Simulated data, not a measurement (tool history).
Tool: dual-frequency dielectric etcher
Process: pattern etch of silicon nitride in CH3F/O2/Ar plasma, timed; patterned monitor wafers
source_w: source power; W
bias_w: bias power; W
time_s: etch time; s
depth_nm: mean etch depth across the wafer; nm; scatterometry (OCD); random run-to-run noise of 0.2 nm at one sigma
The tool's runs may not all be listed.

Run 1, hour 0: source_w 480 W, bias_w 61 W, time_s 47.5 s. Result: depth_nm 35.877 nm.
Run 2, hour 4.9: source_w 530 W, bias_w 61 W, time_s 47.5 s. Result: depth_nm 38.56 nm.
Run 3, hour 6.7: source_w 540 W, bias_w 61 W, time_s 47.5 s. Result: depth_nm 38.638 nm.
Run 4, hour 12.8: source_w 560 W, bias_w 61 W, time_s 47.5 s. Result: depth_nm 39.228 nm.
Run 5, hour 14.1: source_w 570 W, bias_w 61 W, time_s 47.5 s. Result: depth_nm 39.832 nm.
Run 6, hour 22.4: source_w 570 W, bias_w 61 W, time_s 44 s. Result: depth_nm 36.674 nm.
Run 7, hour 30.9: source_w 670 W, bias_w 68 W, time_s 44.5 s. Result: depth_nm 42.185 nm.

Run 8 is up next; what results do you expect?
Run 8, hour 33: source_w 660 W, bias_w 68 W, time_s 44.5 s. Result: depth_nm ?.

depth_nm: 41.477 nm
